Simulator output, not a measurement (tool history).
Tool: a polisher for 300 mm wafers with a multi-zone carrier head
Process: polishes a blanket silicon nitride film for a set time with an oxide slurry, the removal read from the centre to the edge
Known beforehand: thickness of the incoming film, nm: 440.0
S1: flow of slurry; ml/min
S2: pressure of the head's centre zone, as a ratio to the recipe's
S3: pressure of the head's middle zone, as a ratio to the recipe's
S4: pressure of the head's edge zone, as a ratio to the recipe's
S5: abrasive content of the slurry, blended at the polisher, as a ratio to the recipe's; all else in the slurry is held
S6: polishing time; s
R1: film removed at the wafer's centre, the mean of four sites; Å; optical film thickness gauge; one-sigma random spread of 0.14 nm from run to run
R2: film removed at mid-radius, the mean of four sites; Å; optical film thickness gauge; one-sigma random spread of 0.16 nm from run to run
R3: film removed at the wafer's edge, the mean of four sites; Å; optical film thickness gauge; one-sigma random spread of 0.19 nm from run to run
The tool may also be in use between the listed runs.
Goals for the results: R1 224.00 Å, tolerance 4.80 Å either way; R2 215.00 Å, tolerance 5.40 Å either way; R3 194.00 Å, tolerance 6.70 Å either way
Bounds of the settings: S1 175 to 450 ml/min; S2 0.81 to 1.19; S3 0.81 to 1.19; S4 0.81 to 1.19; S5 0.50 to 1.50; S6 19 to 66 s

run 1 hour=0.0 | S1=290 S2=1.00 S3=1.00 S4=1.00 S5=1.00 S6=42 | R1=300.90 R2=292.83 R3=297.15
run 2 hour=1.7 | S1=340 S2=1.00 S3=1.00 S4=1.00 S5=1.00 S6=42 | R1=304.45 R2=298.54 R3=302.51
run 3 hour=7.9 | S1=340 S2=1.00 S3=1.08 S4=1.00 S5=1.00 S6=42 | R1=300.52 R2=320.66 R3=304.29
run 4 hour=13.1 | S1=340 S2=1.00 S3=1.08 S4=1.00 S5=0.85 S6=42 | R1=286.86 R2=298.54 R3=287.66
run 5 hour=18.2 | S1=325 S2=1.00 S3=1.08 S4=0.96 S5=0.80 S6=41 | R1=268.18 R2=286.14 R3=263.89
run 6 hour=20.6 | S1=325 S2=1.00 S3=1.08 S4=0.93 S5=0.80 S6=41 | R1=273.14 R2=287.44 R3=261.44
run 7 hour=28.5 | S1=325 S2=1.00 S3=1.08 S4=0.93 S5=0.80 S6=41 | R1=272.69 R2=286.19 R3=259.94
run 8 hour=30.0 | S1=310 S2=1.00 S3=1.06 S4=0.91 S5=0.75 S6=41 | R1=262.56 R2=275.49 R3=251.17
run 9 hour=36.3 | S1=300 S2=1.01 S3=1.05 S4=0.89 S5=0.70 S6=40 | R1=252.35 R2=252.45 R3=237.78
run 10 hour=40.7 | S1=300 S2=1.02 S3=1.06 S4=0.87 S5=0.65 S6=39 | R1=244.38 R2=247.40 R3=219.67
run 11 hour=46.7 | S1=290 S2=1.02 S3=1.05 S4=0.86 S5=0.60 S6=39 | R1=232.88 R2=236.59 R3=212.86
run 12 hour=51.0 | S1=255 S2=1.08 S3=1.03 S4=0.81 S5=0.50 S6=38 | R1=224.42 R2=208.26 R3=189.84
run 13 hour=59.5 | S1=260 S2=1.08 S3=1.03 S4=0.81 S5=0.50 S6=38 | R1=222.22 R2=209.18 R3=185.18
run 14 hour=61.6 | S1=265 S2=1.08 S3=1.03 S4=0.82 S5=0.50 S6=38 | R1=224.59 R2=209.07 R3=188.60

Exercise: of the 5 proposed moves below, exactly one satisfies all targets within the stated allowed misses. Which move is it?
run A hour=63.7 | S1=335 S2=1.09 S3=1.04 S4=0.81 S5=0.50 S6=36 | R1=? R2=? R3=?
run B hour=63.7 | S1=230 S2=1.10 S3=1.08 S4=0.89 S5=0.50 S6=38 | R1=? R2=? R3=?
run C hour=63.7 | S1=345 S2=1.14 S3=1.10 S4=0.81 S5=0.50 S6=36 | R1=? R2=? R3=?
run D hour=63.7 | S1=315 S2=1.11 S3=1.07 S4=0.81 S5=0.50 S6=37 | R1=? R2=? R3=?
run E hour=63.7 | S1=255 S2=1.10 S3=1.05 S4=0.81 S5=0.55 S6=36 | R1=? R2=? R3=?

move=A R1=220.16 R2=204.44 R3=181.55
move=B R1=226.05 R2=215.48 R3=194.75
move=C R1=231.00 R2=214.89 R3=181.72
move=D R1=229.26 R2=214.19 R3=185.82
move=E R1=224.35 R2=208.62 R3=184.77
A: further off than the last run
B: meets every target
C: brings the last run's worst result on target, with another outside its allowed miss
D: brings the last run's worst result on target, with another outside its allowed miss
E: further off than the last run
Move B is the one to make.
